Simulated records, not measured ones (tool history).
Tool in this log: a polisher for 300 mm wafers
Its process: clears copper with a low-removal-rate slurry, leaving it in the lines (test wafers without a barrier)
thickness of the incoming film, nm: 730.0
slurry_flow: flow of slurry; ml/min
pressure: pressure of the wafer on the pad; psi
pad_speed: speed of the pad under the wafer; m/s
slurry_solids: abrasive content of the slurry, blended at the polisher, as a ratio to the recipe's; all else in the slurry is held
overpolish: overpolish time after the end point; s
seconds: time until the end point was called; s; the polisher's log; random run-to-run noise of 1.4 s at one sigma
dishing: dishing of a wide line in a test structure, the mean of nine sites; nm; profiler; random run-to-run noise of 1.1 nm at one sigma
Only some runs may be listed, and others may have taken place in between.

run    day  slurry_flow  pressure  pad_speed  slurry_solids  overpolish  seconds  dishing
  1      0          245         4       1.16              1          16   138.56    60.45
  2  0.079          245         4       1.26              1          16   127.53   62.258
  3  0.429          245       3.3       1.26              1          16    151.3   51.963
  4  0.529          245       3.3       1.26              1          10   155.86   35.684
  5  0.817          245       3.5       1.24              1          11   148.99   39.757
  6  1.154          245       3.5       1.24              1           8   146.64   29.537
  7  1.188          245       3.6       1.24              1          10   146.47   37.695
  8  1.542          245       3.8       1.22              1          11   136.86   41.846
  9  1.604          245       3.9        1.2              1          12   136.91   45.796
 10  1.912          245         4       1.18              1          13   136.88   50.699
 11  2.108          245       4.1       1.16              1          14   133.38   54.039
 12  2.179          245       4.2       1.14              1          15   133.31   57.994
 13  2.221          245       4.3       1.14              1          16   129.51   61.766

Run 14, settings as shown, results not yet in. Your forecast:
 14  2.433          245       4.3       1.14              1          17        ?        ?

Run 14 produced seconds 128.95 s, dishing 64.301 nm.
